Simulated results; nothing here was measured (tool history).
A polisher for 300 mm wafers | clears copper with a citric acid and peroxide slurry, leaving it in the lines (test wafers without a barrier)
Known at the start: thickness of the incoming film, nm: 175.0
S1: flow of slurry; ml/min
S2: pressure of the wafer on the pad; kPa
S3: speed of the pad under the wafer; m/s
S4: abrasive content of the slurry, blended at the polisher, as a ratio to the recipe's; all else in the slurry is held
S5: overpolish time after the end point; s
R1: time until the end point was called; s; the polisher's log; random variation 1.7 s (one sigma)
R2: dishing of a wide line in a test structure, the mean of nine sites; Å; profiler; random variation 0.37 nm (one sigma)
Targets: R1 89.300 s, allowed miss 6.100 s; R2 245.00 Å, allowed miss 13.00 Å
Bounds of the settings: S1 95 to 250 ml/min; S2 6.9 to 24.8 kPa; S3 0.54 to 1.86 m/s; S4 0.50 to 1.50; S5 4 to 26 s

| run | hour | S1 | S2 | S3 | S4 | S5 | R1 | R2 |
|---|---|---|---|---|---|---|---|---|
| 1 | 0.0 | 160 | 15.9 | 1.18 | 1.00 | 13 | 80.887 | 184.02 |
| 2 | 0.6 | 160 | 15.9 | 1.18 | 1.00 | 14 | 81.273 | 197.87 |
| 3 | 4.1 | 160 | 15.9 | 0.94 | 1.00 | 14 | 103.440 | 157.53 |
| 4 | 11.7 | 120 | 15.9 | 0.94 | 1.00 | 14 | 107.130 | 154.48 |
| 5 | 18.2 | 120 | 16.5 | 0.94 | 1.00 | 15 | 102.780 | 167.93 |
| 6 | 26.0 | 120 | 15.2 | 0.94 | 1.00 | 15 | 106.340 | 158.41 |
| 7 | 27.7 | 120 | 16.5 | 0.94 | 1.00 | 16 | 102.850 | 180.96 |
| 8 | 36.2 | 120 | 17.2 | 0.94 | 1.00 | 16 | 98.268 | 180.21 |
| 9 | 41.1 | 120 | 17.2 | 0.96 | 1.00 | 17 | 95.649 | 199.95 |
| 10 | 50.1 | 120 | 17.9 | 0.96 | 1.00 | 18 | 97.012 | 211.29 |
| 11 | 54.3 | 120 | 18.6 | 0.96 | 1.00 | 18 | 91.927 | 214.76 |

5 next moves are on the table. One of them brings every result within its allowed miss. Which?
| A | 58.5 | 105 | 20.7 | 0.96 | 0.95 | 19 | ? | ? |
| B | 58.5 | 125 | 17.2 | 0.98 | 1.10 | 15 | ? | ? |
| C | 58.5 | 130 | 16.5 | 1.04 | 1.15 | 14 | ? | ? |
| D | 58.5 | 135 | 16.5 | 1.08 | 1.00 | 22 | ? | ? |
| E | 58.5 | 140 | 16.5 | 0.92 | 1.05 | 22 | ? | ? |

| move | R1 | R2 |
|---|---|---|
| A | 91.445 | 239.61 |
| B | 96.185 | 183.36 |
| C | 92.082 | 178.93 |
| D | 90.041 | 275.46 |
| E | 103.600 | 243.07 |
A: meets every target
B: further off than the last run
C: further off than the last run
D: takes the result that was furthest off past its target
E: brings the result that was furthest off to its target, and leaves another outside
The right move is A.
